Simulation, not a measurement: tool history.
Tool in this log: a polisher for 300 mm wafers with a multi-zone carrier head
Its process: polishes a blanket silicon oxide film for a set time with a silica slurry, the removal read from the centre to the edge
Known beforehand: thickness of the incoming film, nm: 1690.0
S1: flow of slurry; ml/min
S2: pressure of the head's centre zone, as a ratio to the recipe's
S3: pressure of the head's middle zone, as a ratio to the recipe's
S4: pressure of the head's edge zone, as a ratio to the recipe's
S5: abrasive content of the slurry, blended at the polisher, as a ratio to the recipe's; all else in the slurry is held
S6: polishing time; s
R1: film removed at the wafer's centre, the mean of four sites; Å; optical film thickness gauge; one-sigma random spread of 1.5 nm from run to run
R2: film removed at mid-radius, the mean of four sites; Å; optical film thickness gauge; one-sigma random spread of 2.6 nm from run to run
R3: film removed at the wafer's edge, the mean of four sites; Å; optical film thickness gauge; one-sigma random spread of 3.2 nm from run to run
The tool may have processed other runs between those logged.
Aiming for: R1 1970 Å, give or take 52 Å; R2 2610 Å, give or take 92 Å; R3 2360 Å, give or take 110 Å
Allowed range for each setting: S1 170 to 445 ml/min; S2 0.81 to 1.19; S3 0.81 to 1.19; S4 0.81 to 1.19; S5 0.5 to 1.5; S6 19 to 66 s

run 1 hour=0 | S1=285 S2=1 S3=1 S4=1 S5=1 S6=42 | R1=1839.1 R2=1923.7 R3=1890.1
run 2 hour=1.2 | S1=330 S2=1 S3=1 S4=1 S5=1 S6=42 | R1=1862.4 R2=1967.2 R3=1913.3
run 3 hour=7.6 | S1=330 S2=1 S3=1.05 S4=1 S5=1 S6=42 | R1=1869.8 R2=2045.9 R3=1913.8
run 4 hour=13.2 | S1=340 S2=0.98 S3=1.09 S4=1.04 S5=1.05 S6=42 | R1=1877.2 R2=2170.8 R3=1999.5
run 5 hour=21.3 | S1=340 S2=0.98 S3=1.09 S4=1.04 S5=0.85 S6=42 | R1=1628.8 R2=1861.1 R3=1680.4
run 6 hour=24.5 | S1=340 S2=0.98 S3=1.09 S4=1.04 S5=0.85 S6=48 | R1=1858.8 R2=2117.1 R3=1923.4
run 7 hour=26.6 | S1=340 S2=0.96 S3=1.11 S4=1.06 S5=0.9 S6=48 | R1=1910.3 R2=2269.9 R3=2108.7
run 8 hour=30.6 | S1=380 S2=0.92 S3=1.19 S4=1.09 S5=0.95 S6=48 | R1=1914.1 R2=2543 R3=2185.4
run 9 hour=35.5 | S1=380 S2=0.92 S3=1.19 S4=1.11 S5=0.95 S6=48 | R1=1937.8 R2=2519.4 R3=2182.6
run 10 hour=38.2 | S1=375 S2=0.91 S3=1.19 S4=1.12 S5=0.95 S6=48 | R1=1894.4 R2=2520.3 R3=2219.2

4 next moves are on the table. One of them brings every result within its allowed miss. Which?
run A hour=40.9 | S1=420 S2=0.92 S3=1.17 S4=1.16 S5=0.85 S6=51 | R1=? R2=? R3=?
run B hour=40.9 | S1=330 S2=0.82 S3=1.04 S4=1.19 S5=1 S6=50 | R1=? R2=? R3=?
run C hour=40.9 | S1=345 S2=0.88 S3=1.14 S4=1.19 S5=1 S6=47 | R1=? R2=? R3=?
run D hour=40.9 | S1=360 S2=0.89 S3=1.16 S4=1.1 S5=0.95 S6=51 | R1=? R2=? R3=?

move=A R1=1865.4 R2=2454.2 R3=2195.2
move=B R1=1801.6 R2=2419.6 R3=2425.8
move=C R1=1828.1 R2=2465.7 R3=2284.4
move=D R1=1943.3 R2=2628.5 R3=2329.8
A: moves away from the targets compared with the last run
B: moves away from the targets compared with the last run
C: moves away from the targets compared with the last run
D: in spec on every target
The move that meets every target is D.
